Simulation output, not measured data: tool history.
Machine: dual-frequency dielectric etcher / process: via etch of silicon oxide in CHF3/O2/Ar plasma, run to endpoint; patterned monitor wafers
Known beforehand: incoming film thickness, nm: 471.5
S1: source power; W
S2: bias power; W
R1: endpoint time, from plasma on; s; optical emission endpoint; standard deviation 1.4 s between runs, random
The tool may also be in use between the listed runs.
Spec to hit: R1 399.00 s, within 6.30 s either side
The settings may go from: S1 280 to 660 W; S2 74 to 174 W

Run 1, hour 0.0: S1 470 W, S2 124 W. Result: R1 306.58 s.
Run 2, hour 3.7: S1 470 W, S2 138 W. Result: R1 295.81 s.
Run 3, hour 11.5: S1 550 W, S2 138 W. Result: R1 276.71 s.
Run 4, hour 13.5: S1 550 W, S2 147 W. Result: R1 272.51 s.
Run 5, hour 18.4: S1 460 W, S2 123 W. Result: R1 310.04 s.
Run 6, hour 27.0: S1 540 W, S2 123 W. Result: R1 290.08 s.
Run 7, hour 28.6: S1 450 W, S2 108 W. Result: R1 327.65 s.
Run 8, hour 35.9: S1 400 W, S2 101 W. Result: R1 356.41 s.
Run 9, hour 40.3: S1 370 W, S2 100 W. Result: R1 369.42 s.
Run 10, hour 47.9: S1 350 W, S2 99 W. Result: R1 380.20 s.
Run 11, hour 52.5: S1 350 W, S2 99 W. Result: R1 378.77 s.
Run 12, hour 53.8: S1 340 W, S2 99 W. Result: R1 381.82 s.
Run 13, hour 54.9: S1 330 W, S2 99 W. Result: R1 389.73 s.

Consider the 5 candidate settings below. Which is the only one whose results all fall within their allowed miss of target?
Run A, hour 56.0: S1 280 W, S2 100 W. Result: R1 ?.
Run B, hour 56.0: S1 340 W, S2 103 W. Result: R1 ?.
Run C, hour 56.0: S1 330 W, S2 103 W. Result: R1 ?.
Run D, hour 56.0: S1 340 W, S2 88 W. Result: R1 ?.
Run E, hour 56.0: S1 330 W, S2 106 W. Result: R1 ?.

move      R1
   A  416.98
   B  378.34
   C  383.34
   D  400.56
   E  379.33
A: the result that was furthest off in the last run now lies on the other side of its target
B: misses by more than the last run did
C: misses by more than the last run did
D: every result lands within tolerance
E: misses by more than the last run did
The move that meets every target is D.
